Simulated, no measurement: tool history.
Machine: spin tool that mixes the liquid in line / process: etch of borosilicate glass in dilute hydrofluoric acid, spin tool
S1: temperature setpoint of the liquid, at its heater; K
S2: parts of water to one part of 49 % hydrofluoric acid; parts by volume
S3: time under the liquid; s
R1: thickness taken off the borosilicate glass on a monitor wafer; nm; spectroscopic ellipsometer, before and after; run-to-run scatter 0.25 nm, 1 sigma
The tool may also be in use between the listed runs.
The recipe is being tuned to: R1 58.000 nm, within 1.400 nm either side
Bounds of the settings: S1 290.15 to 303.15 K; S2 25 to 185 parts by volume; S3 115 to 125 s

| run | day | S1 | S2 | S3 | R1 |
|---|---|---|---|---|---|
| 1 | 0.000 | 295.15 | 105 | 115 | 39.231 |
| 2 | 0.238 | 296.65 | 105 | 115 | 41.343 |
| 3 | 0.500 | 296.65 | 105 | 125 | 45.269 |
| 4 | 0.529 | 294.65 | 105 | 125 | 41.937 |
| 5 | 0.892 | 296.15 | 105 | 125 | 44.054 |
| 6 | 1.183 | 296.15 | 115 | 125 | 39.713 |
| 7 | 1.312 | 297.65 | 115 | 125 | 42.252 |
|  | 1.600 | hydrofluoric acid flow meter replaced |
| 8 | 1.600 | 298.65 | 115 | 125 | 47.673 |
| 9 | 1.829 | 299.15 | 115 | 125 | 48.597 |
| 10 | 2.017 | 299.65 | 115 | 125 | 49.296 |

Below are 5 possible settings for the next run. Only one of them brings all results inside the allowed miss of their targets. Which is it?
| A | 2.204 | 298.15 | 90 | 125 | ? |
| B | 2.204 | 297.65 | 90 | 125 | ? |
| C | 2.204 | 301.15 | 100 | 125 | ? |
| D | 2.204 | 301.15 | 105 | 125 | ? |
| E | 2.204 | 302.65 | 105 | 125 | ? |

| move | R1 |
|---|---|
| A | 61.437 |
| B | 60.231 |
| C | 61.323 |
| D | 58.011 |
| E | 61.393 |
A: takes the result that was furthest off past its target
B: takes the result that was furthest off past its target
C: takes the result that was furthest off past its target
D: meets every target
E: takes the result that was furthest off past its target
The right move is D.
